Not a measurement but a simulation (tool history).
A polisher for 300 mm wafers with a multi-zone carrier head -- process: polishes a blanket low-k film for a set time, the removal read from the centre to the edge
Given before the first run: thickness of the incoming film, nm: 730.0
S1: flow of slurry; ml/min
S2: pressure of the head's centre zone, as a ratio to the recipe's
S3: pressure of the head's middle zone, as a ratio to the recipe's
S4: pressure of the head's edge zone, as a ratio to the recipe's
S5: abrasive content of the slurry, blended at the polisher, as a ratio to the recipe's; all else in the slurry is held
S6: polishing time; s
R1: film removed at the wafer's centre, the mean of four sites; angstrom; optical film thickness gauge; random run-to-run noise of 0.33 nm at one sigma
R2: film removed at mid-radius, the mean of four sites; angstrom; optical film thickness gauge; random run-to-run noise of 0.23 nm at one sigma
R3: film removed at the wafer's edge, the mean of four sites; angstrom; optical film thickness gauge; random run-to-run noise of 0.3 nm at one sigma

run,hour,S1,S2,S3,S4,S5,S6,R1,R2,R3
1,0.0,250,1.00,1.00,1.00,1.00,32,177.11,178.14,181.14
2,4.4,250,1.00,1.08,1.00,1.00,32,179.85,189.18,183.66
3,5.0,290,1.00,1.08,1.00,1.00,32,183.12,193.03,185.29
4,11.4,270,0.97,1.03,1.05,1.15,34,205.30,211.17,215.39
5,15.4,270,0.97,1.03,1.05,1.00,34,184.33,194.34,200.91
6,16.5,270,0.91,1.03,1.05,1.00,34,173.96,193.29,199.48

Run 7 is up next; what results do you expect?
7,21.3,255,0.88,0.99,1.09,1.15,36,?,?,?

{"run 7": {"R1": 189.24, "R2": 216.99, "R3": 234.18}}

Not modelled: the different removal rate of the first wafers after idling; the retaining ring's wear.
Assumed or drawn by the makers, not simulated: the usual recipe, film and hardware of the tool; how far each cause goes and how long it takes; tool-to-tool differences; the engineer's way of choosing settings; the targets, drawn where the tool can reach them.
